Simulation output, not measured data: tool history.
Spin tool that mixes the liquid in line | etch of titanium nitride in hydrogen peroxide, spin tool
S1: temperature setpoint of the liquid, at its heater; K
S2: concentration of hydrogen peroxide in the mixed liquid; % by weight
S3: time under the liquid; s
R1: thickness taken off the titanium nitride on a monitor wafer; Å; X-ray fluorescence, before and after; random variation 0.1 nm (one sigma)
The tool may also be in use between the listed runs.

run,day,S1,S2,S3,R1
1,0,324.15,19.5,285,107.9
2,0.146,325.65,19.5,285,121.58
3,0.375,326.65,19.5,285,130.39
4,0.458,326.65,19.5,305,140.44
5,0.729,327.15,19.5,305,142.8
6,0.892,327.15,19.5,285,134.04
7,1.108,327.65,19.5,285,141.49
8,1.238,328.15,19.5,285,145.41

The next listed run, before its measurement:
9,1.338,328.65,19.5,285,?

R1: 151.21 Å
